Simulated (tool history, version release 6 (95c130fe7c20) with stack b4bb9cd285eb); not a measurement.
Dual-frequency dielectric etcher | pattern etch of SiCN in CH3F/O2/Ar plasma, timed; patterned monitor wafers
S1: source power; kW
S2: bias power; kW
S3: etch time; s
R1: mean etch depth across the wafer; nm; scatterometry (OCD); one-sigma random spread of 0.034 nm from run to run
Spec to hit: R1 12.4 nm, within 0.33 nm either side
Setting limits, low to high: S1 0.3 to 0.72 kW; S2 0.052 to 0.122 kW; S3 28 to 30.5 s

| run | hour | S1 | S2 | S3 | R1 |
|---|---|---|---|---|---|
| 1 | 0 | 0.51 | 0.087 | 30.5 | 14.206 |
| 2 | 4.7 | 0.51 | 0.087 | 30.5 | 14.248 |
| 3 | 5.6 | 0.51 | 0.087 | 30.5 | 14.321 |
| 4 | 12.8 | 0.51 | 0.103 | 30.5 | 15.041 |
| 5 | 18.3 | 0.48 | 0.1 | 30.5 | 14.591 |
| 6 | 23.6 | 0.48 | 0.1 | 28 | 13.405 |
| 7 | 32.1 | 0.48 | 0.1 | 28 | 13.372 |
| 8 | 36.2 | 0.48 | 0.1 | 28 | 13.377 |
| 9 | 39.4 | 0.39 | 0.094 | 28 | 12.021 |

Below are 4 possible settings for the next run. Only one of them brings all results inside the allowed miss of their targets. Which is it?
| A | 42.6 | 0.41 | 0.081 | 28 | ? |
| B | 42.6 | 0.46 | 0.053 | 30.5 | ? |
| C | 42.6 | 0.38 | 0.09 | 29.5 | ? |
| D | 42.6 | 0.32 | 0.098 | 29 | ? |

| move | R1 |
|---|---|
| A | 11.655 |
| B | 11.738 |
| C | 12.319 |
| D | 11.615 |
A: lands further from the targets than the last run did
B: lands further from the targets than the last run did
C: every result within its allowed miss
D: lands further from the targets than the last run did
The right move is C.
